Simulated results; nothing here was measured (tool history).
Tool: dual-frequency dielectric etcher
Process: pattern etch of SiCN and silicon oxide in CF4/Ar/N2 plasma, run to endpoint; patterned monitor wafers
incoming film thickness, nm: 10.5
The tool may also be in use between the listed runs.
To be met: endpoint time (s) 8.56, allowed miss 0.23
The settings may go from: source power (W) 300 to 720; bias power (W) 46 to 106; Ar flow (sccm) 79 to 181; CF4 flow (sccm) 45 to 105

run	hour	source power (W)	bias power (W)	Ar flow (sccm)	CF4 flow (sccm)	endpoint time (s)
1	0	510	76	130	75	11.223
2	5.9	540	77	130	75	10.625
3	12.8	560	77	130	75	10.375
4	18.6	530	77	130	75	10.903
5	25.3	560	78	130	75	10.33
6	28.9	560	78	130	63	10.404
7	33.6	580	78	130	63	10.261
8	40.4	600	79	130	63	9.7534
9	48.2	610	79	130	63	9.6959

5 next moves are on the table. One of them brings every result within its allowed miss. Which?
A	56	520	79	141	66	?
B	56	660	61	129	69	?
C	56	470	89	137	64	?
D	56	650	96	80	60	?
E	56	650	89	111	67	?

move	endpoint time (s)
A	11.374
B	9.3778
C	12.152
D	8.0414
E	8.554
A: further off than the last run
B: nearer than the last run, and not there yet
C: further off than the last run
D: takes the result that was furthest off past its target
E: meets every target
Move E is the one to make.
